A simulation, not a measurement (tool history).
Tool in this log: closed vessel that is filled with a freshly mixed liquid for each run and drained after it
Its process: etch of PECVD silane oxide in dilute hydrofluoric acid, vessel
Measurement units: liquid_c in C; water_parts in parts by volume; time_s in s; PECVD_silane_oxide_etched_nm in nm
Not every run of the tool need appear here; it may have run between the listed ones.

Run 1, hour 0: liquid_c 23 C, water_parts 55 parts by volume, time_s 30 s. Result: PECVD_silane_oxide_etched_nm 22.922 nm.
Run 2, hour 1.3: liquid_c 25.5 C, water_parts 50 parts by volume, time_s 30 s. Result: PECVD_silane_oxide_etched_nm 28.245 nm.
Run 3, hour 8: liquid_c 25.5 C, water_parts 50 parts by volume, time_s 30 s. Result: PECVD_silane_oxide_etched_nm 28.256 nm.
Run 4, hour 8.8: liquid_c 27 C, water_parts 45 parts by volume, time_s 30 s. Result: PECVD_silane_oxide_etched_nm 33.485 nm.
Run 5, hour 14.4: liquid_c 28 C, water_parts 45 parts by volume, time_s 30 s. Result: PECVD_silane_oxide_etched_nm 34.863 nm.
Run 6, hour 14.9: liquid_c 29 C, water_parts 45 parts by volume, time_s 30 s. Result: PECVD_silane_oxide_etched_nm 36.201 nm.
Run 7, hour 23.7: liquid_c 29.5 C, water_parts 45 parts by volume, time_s 30 s. Result: PECVD_silane_oxide_etched_nm 37.033 nm.
Run 8, hour 26.3: liquid_c 30 C, water_parts 45 parts by volume, time_s 30 s. Result: PECVD_silane_oxide_etched_nm 37.748 nm.

The next listed run, before its measurement:
Run 9, hour 29.5: liquid_c 30.5 C, water_parts 45 parts by volume, time_s 30 s. Result: PECVD_silane_oxide_etched_nm ?.

Run 9 gave PECVD_silane_oxide_etched_nm 38.361 nm.
